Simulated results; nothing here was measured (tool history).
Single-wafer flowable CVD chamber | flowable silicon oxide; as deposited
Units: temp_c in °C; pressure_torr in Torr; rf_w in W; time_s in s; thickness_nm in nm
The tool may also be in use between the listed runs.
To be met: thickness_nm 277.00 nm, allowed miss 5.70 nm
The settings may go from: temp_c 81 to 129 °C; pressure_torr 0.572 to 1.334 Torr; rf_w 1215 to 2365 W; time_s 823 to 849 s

{"run": 1, "day": 0.0, "temp_c": 105, "pressure_torr": 0.953, "rf_w": 1790, "time_s": 823, "thickness_nm": 493.4}
{"run": 2, "day": 0.3, "temp_c": 105, "pressure_torr": 1.021, "rf_w": 1790, "time_s": 823, "thickness_nm": 523.68}
{"run": 3, "day": 0.633, "temp_c": 113, "pressure_torr": 1.021, "rf_w": 1790, "time_s": 823, "thickness_nm": 393.76}
{"run": 4, "day": 0.8, "temp_c": 113, "pressure_torr": 1.172, "rf_w": 1790, "time_s": 823, "thickness_nm": 440.18}
{"run": 5, "day": 1.117, "temp_c": 115, "pressure_torr": 1.171, "rf_w": 1790, "time_s": 823, "thickness_nm": 413.72}
{"run": 6, "day": 1.242, "temp_c": 115, "pressure_torr": 1.251, "rf_w": 1790, "time_s": 823, "thickness_nm": 438.54}
{"run": 7, "day": 1.612, "temp_c": 117, "pressure_torr": 1.25, "rf_w": 1790, "time_s": 823, "thickness_nm": 406.57}
{"run": 8, "day": 1.788, "temp_c": 119, "pressure_torr": 1.249, "rf_w": 1790, "time_s": 823, "thickness_nm": 379.71}
{"run": 9, "day": 2.029, "temp_c": 121, "pressure_torr": 1.249, "rf_w": 1790, "time_s": 823, "thickness_nm": 360.25}
{"run": 10, "day": 2.062, "temp_c": 122, "pressure_torr": 1.249, "rf_w": 1790, "time_s": 823, "thickness_nm": 348.28}
{"run": 11, "day": 2.296, "temp_c": 123, "pressure_torr": 1.249, "rf_w": 1790, "time_s": 823, "thickness_nm": 336.59}
{"day": 2.467, "done": "RF generator calibrated"}
{"run": 12, "day": 2.467, "temp_c": 129, "pressure_torr": 1.248, "rf_w": 1790, "time_s": 823, "thickness_nm": 285.34}
{"run": 13, "day": 2.692, "temp_c": 129, "pressure_torr": 1.24, "rf_w": 1790, "time_s": 823, "thickness_nm": 282.74}

Which of these 5 next moves meets every target?
{"run": "A", "day": 2.917, "temp_c": 129, "pressure_torr": 1.275, "rf_w": 1470, "time_s": 823, "thickness_nm": "?"}
{"run": "B", "day": 2.917, "temp_c": 129, "pressure_torr": 1.286, "rf_w": 1665, "time_s": 827, "thickness_nm": "?"}
{"run": "C", "day": 2.917, "temp_c": 127, "pressure_torr": 1.151, "rf_w": 1995, "time_s": 849, "thickness_nm": "?"}
{"run": "D", "day": 2.917, "temp_c": 127, "pressure_torr": 1.172, "rf_w": 1850, "time_s": 832, "thickness_nm": "?"}
{"run": "E", "day": 2.917, "temp_c": 123, "pressure_torr": 1.034, "rf_w": 1760, "time_s": 825, "thickness_nm": "?"}

move=A thickness_nm=279.72
move=B thickness_nm=291.53
move=C thickness_nm=297.64
move=D thickness_nm=291.91
move=E thickness_nm=290.04
A: meets every target
B: further off than the last run
C: further off than the last run
D: further off than the last run
E: further off than the last run
Answer: A
